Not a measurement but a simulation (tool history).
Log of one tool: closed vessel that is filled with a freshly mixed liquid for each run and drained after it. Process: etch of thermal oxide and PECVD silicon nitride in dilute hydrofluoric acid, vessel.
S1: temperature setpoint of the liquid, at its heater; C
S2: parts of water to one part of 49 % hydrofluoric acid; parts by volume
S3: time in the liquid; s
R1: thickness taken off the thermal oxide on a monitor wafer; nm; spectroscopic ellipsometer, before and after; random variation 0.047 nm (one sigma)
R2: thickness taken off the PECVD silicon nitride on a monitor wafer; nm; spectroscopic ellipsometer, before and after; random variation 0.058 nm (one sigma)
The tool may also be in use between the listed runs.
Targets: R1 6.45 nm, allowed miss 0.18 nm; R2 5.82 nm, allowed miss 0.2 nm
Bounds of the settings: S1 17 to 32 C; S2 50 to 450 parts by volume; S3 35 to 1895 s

{"run": 1, "day": 0.0, "S1": 24, "S2": 250, "S3": 965, "R1": 17.057, "R2": 15.628}
{"run": 2, "day": 0.179, "S1": 27.5, "S2": 250, "S3": 965, "R1": 19.516, "R2": 19.674}
{"run": 3, "day": 0.304, "S1": 29, "S2": 250, "S3": 965, "R1": 20.435, "R2": 20.968}
{"run": 4, "day": 0.492, "S1": 25, "S2": 295, "S3": 950, "R1": 14.251, "R2": 13.769}
{"run": 5, "day": 0.633, "S1": 23, "S2": 340, "S3": 955, "R1": 11.158, "R2": 10.688}
{"run": 6, "day": 0.688, "S1": 20, "S2": 340, "S3": 955, "R1": 10.03, "R2": 8.9697}
{"run": 7, "day": 0.867, "S1": 19, "S2": 370, "S3": 955, "R1": 8.7307, "R2": 7.7573}
{"run": 8, "day": 0.95, "S1": 18.5, "S2": 390, "S3": 955, "R1": 7.8799, "R2": 7.2377}
{"run": 9, "day": 1.133, "S1": 18, "S2": 400, "S3": 940, "R1": 7.4249, "R2": 6.6484}
{"run": 10, "day": 1.288, "S1": 17.5, "S2": 435, "S3": 945, "R1": 6.4977, "R2": 6.0645}

Which of these 5 next moves meets every target?
{"run": "A", "day": 1.442, "S1": 17.5, "S2": 420, "S3": 895, "R1": "?", "R2": "?"}
{"run": "B", "day": 1.442, "S1": 17, "S2": 365, "S3": 785, "R1": "?", "R2": "?"}
{"run": "C", "day": 1.442, "S1": 19.5, "S2": 450, "S3": 945, "R1": "?", "R2": "?"}
{"run": "D", "day": 1.442, "S1": 19.5, "S2": 440, "S3": 895, "R1": "?", "R2": "?"}
{"run": "E", "day": 1.442, "S1": 18.5, "S2": 450, "S3": 965, "R1": "?", "R2": "?"}

move=A R1=6.5283 R2=5.8645
move=B R1=6.7741 R2=5.7059
move=C R1=6.7154 R2=6.5385
move=D R1=6.5588 R2=6.3297
move=E R1=6.6332 R2=6.2879
A: meets every target
B: brings the result that was furthest off to its target, and leaves another outside
C: further off than the last run
D: further off than the last run
E: further off than the last run
Answer: A
